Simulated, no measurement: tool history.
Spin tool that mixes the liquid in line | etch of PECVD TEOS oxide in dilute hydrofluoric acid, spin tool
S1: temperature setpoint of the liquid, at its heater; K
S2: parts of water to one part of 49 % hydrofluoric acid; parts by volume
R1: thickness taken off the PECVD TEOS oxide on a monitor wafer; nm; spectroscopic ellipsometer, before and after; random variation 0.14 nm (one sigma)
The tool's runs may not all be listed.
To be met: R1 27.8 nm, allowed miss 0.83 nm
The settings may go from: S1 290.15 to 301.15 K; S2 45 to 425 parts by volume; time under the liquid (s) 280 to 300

{"run": 1, "day": 0.0, "S1": 293.15, "S2": 235, "time under the liquid (s)": 280, "R1": 10.515}
{"run": 2, "day": 0.183, "S1": 293.15, "S2": 235, "time under the liquid (s)": 280, "R1": 10.567}
{"run": 3, "day": 0.496, "S1": 293.15, "S2": 165, "time under the liquid (s)": 280, "R1": 16.103}
{"run": 4, "day": 0.708, "S1": 293.15, "S2": 165, "time under the liquid (s)": 300, "R1": 17.262}
{"run": 5, "day": 0.821, "S1": 290.15, "S2": 165, "time under the liquid (s)": 300, "R1": 15.358}
{"run": 6, "day": 1.112, "S1": 292.15, "S2": 165, "time under the liquid (s)": 300, "R1": 16.68}
{"run": 7, "day": 1.362, "S1": 293.15, "S2": 160, "time under the liquid (s)": 300, "R1": 17.739}
{"day": 1.671, "done": "hydrofluoric acid flow meter replaced"}
{"run": 8, "day": 1.671, "S1": 294.15, "S2": 155, "time under the liquid (s)": 300, "R1": 21.487}
{"run": 9, "day": 1.979, "S1": 294.65, "S2": 155, "time under the liquid (s)": 300, "R1": 22.042}
{"run": 10, "day": 2.342, "S1": 294.65, "S2": 155, "time under the liquid (s)": 300, "R1": 21.966}
{"run": 11, "day": 2.625, "S1": 298.65, "S2": 150, "time under the liquid (s)": 300, "R1": 26.77}

4 next moves are on the table. One of them brings every result within its allowed miss. Which?
{"run": "A", "day": 2.908, "S1": 297.65, "S2": 140, "time under the liquid (s)": 280, "R1": "?"}
{"run": "B", "day": 2.908, "S1": 299.65, "S2": 140, "time under the liquid (s)": 280, "R1": "?"}
{"run": "C", "day": 2.908, "S1": 300.65, "S2": 160, "time under the liquid (s)": 285, "R1": "?"}
{"run": "D", "day": 2.908, "S1": 300.65, "S2": 165, "time under the liquid (s)": 300, "R1": "?"}

move=A R1=25.97
move=B R1=28.017
move=C R1=25.268
move=D R1=25.636
A: further off than the last run
B: meets every target
C: further off than the last run
D: further off than the last run
Answer: B
